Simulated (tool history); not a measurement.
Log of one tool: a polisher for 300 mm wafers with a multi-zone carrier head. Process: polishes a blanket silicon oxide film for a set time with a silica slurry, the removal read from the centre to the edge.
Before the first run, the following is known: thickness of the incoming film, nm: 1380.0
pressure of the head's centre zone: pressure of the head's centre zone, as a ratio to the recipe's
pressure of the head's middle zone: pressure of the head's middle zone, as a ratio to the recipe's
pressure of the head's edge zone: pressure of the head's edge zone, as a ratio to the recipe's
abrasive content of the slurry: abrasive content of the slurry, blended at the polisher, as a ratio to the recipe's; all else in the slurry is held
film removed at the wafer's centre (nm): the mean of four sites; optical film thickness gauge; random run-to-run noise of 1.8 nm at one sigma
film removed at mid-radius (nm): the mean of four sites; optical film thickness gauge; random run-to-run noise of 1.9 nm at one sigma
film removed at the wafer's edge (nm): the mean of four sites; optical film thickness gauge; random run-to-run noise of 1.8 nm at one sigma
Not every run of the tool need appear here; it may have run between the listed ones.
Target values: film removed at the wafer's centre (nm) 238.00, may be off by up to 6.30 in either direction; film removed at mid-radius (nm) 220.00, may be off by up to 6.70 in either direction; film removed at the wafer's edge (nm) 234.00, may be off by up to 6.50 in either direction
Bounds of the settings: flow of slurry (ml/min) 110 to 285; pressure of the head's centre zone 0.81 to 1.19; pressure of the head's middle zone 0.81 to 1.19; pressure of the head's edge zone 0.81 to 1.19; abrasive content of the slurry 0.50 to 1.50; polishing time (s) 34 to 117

| run | hour | flow of slurry (ml/min) | pressure of the head's centre zone | pressure of the head's middle zone | pressure of the head's edge zone | abrasive content of the slurry | polishing time (s) | film removed at the wafer's centre (nm) | film removed at mid-radius (nm) | film removed at the wafer's edge (nm) |
|---|---|---|---|---|---|---|---|---|---|---|
| 1 | 0.0 | 180 | 1.00 | 1.00 | 1.00 | 1.00 | 75 | 273.40 | 276.56 | 278.41 |
| 2 | 6.4 | 180 | 1.00 | 1.06 | 1.00 | 1.00 | 75 | 274.82 | 283.60 | 279.57 |
| 3 | 10.2 | 165 | 1.01 | 1.00 | 0.98 | 0.95 | 75 | 261.48 | 263.76 | 269.11 |
| 4 | 15.8 | 205 | 1.01 | 1.00 | 0.98 | 0.95 | 75 | 273.40 | 270.43 | 274.06 |
| 5 | 17.5 | 195 | 1.02 | 0.96 | 0.94 | 0.90 | 75 | 269.91 | 254.12 | 262.79 |
| 6 | 20.6 | 180 | 1.01 | 0.94 | 0.91 | 0.85 | 75 | 253.26 | 240.18 | 242.07 |
| 7 | 28.7 | 170 | 1.01 | 0.92 | 0.92 | 0.85 | 75 | 250.44 | 235.35 | 244.25 |
| 8 | 33.1 | 160 | 1.01 | 0.91 | 0.92 | 0.85 | 75 | 246.44 | 232.37 | 246.02 |
| 9 | 42.0 | 160 | 1.01 | 0.91 | 0.92 | 0.85 | 75 | 246.02 | 232.20 | 239.04 |
| 10 | 43.5 | 155 | 1.01 | 0.90 | 0.92 | 0.85 | 75 | 247.35 | 230.08 | 241.24 |

5 candidate next runs follow, results not yet known. Just one meets every target within its allowed miss. Identify it.
| A | 45.0 | 140 | 1.05 | 1.02 | 0.81 | 0.95 | 70 | ? | ? | ? |
| B | 45.0 | 185 | 0.96 | 0.81 | 0.84 | 0.95 | 69 | ? | ? | ? |
| C | 45.0 | 115 | 1.13 | 0.89 | 1.05 | 0.90 | 77 | ? | ? | ? |
| D | 45.0 | 165 | 1.11 | 0.92 | 0.88 | 0.55 | 99 | ? | ? | ? |
| E | 45.0 | 170 | 0.96 | 0.93 | 0.99 | 0.90 | 75 | ? | ? | ? |

| move | film removed at the wafer's centre (nm) | film removed at mid-radius (nm) | film removed at the wafer's edge (nm) |
|---|---|---|---|
| A | 248.14 | 234.93 | 224.89 |
| B | 237.87 | 216.50 | 234.69 |
| C | 267.70 | 219.90 | 257.33 |
| D | 253.60 | 213.46 | 221.69 |
| E | 246.19 | 241.25 | 261.05 |
A: its largest miss is bigger than the last run's
B: meets every target
C: the worst result of the last run now meets its target, but another is out of spec
D: the worst result of the last run now meets its target, but another is out of spec
E: its largest miss is bigger than the last run's
Correct choice: B, which meets every target

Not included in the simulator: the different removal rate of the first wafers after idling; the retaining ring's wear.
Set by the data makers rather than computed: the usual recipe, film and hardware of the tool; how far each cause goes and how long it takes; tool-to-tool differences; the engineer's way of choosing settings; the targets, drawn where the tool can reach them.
